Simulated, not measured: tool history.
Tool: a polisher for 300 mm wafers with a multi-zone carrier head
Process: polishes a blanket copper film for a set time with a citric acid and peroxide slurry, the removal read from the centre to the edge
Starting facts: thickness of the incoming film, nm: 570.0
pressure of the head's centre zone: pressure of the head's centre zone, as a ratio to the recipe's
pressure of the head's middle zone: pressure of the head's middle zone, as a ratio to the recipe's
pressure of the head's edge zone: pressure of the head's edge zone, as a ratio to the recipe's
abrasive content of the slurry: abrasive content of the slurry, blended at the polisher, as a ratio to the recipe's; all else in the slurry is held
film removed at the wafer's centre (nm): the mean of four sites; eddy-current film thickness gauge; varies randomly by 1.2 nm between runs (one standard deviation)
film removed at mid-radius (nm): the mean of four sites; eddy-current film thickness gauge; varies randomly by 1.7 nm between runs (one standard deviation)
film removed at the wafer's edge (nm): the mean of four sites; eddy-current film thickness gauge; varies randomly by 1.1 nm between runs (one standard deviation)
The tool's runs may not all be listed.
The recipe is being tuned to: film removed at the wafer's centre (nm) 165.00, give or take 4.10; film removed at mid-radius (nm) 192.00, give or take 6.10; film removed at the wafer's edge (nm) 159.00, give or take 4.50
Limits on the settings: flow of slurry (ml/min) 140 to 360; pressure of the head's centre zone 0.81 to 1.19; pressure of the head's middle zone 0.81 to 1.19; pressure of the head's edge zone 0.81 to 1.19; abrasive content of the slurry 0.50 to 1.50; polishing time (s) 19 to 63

run	hour	flow of slurry (ml/min)	pressure of the head's centre zone	pressure of the head's middle zone	pressure of the head's edge zone	abrasive content of the slurry	polishing time (s)	film removed at the wafer's centre (nm)	film removed at mid-radius (nm)	film removed at the wafer's edge (nm)
1	0.0	230	1.00	1.00	1.00	1.00	41	140.12	139.97	134.87
2	3.7	230	1.00	1.00	1.00	1.00	49	169.27	166.17	160.87
3	12.2	235	0.99	1.04	0.99	1.00	49	166.90	168.15	159.99
4	16.7	290	0.99	1.04	0.99	1.00	49	172.21	179.68	163.43
5	23.9	290	0.99	1.04	0.99	1.00	57	199.43	206.58	190.01
6	28.6	285	0.96	1.06	0.94	0.90	57	191.14	207.37	182.05
7	31.0	270	0.94	1.06	0.91	0.85	57	180.95	204.88	178.19
8	34.0	270	0.94	1.06	0.91	0.85	57	184.28	205.19	175.03
# hour 42.1: slurry nozzle cleaned
9	42.1	255	0.92	1.05	0.89	0.80	57	180.16	203.61	177.60
10	48.9	255	0.92	1.06	0.87	0.70	57	180.16	201.41	170.62
11	49.4	255	0.92	1.06	0.87	0.70	57	180.84	202.30	169.93
12	54.8	255	0.90	1.06	0.86	0.65	57	174.41	199.86	169.43
13	57.3	255	0.89	1.06	0.85	0.60	57	169.43	195.72	166.22
14	58.1	255	0.89	1.06	0.85	0.60	57	169.56	198.36	164.44

Exercise: of the 4 proposed moves below, exactly one satisfies all targets within the stated allowed misses. Which move is it?
A	58.9	305	0.96	1.04	0.84	0.60	53	?	?	?
B	58.9	330	0.91	1.09	0.88	0.50	54	?	?	?
C	58.9	225	0.84	1.07	0.95	0.60	58	?	?	?
D	58.9	335	0.88	1.14	0.82	0.55	54	?	?	?

move	film removed at the wafer's centre (nm)	film removed at mid-radius (nm)	film removed at the wafer's edge (nm)
A	174.24	183.94	156.06
B	165.70	191.97	159.37
C	160.09	198.96	175.70
D	162.45	202.27	156.37
A: gets the furthest-off result to its target, but another result is out of tolerance
B: in spec on every target
C: lands further from the targets than the last run did
D: gets the furthest-off result to its target, but another result is out of tolerance
B meets every target.
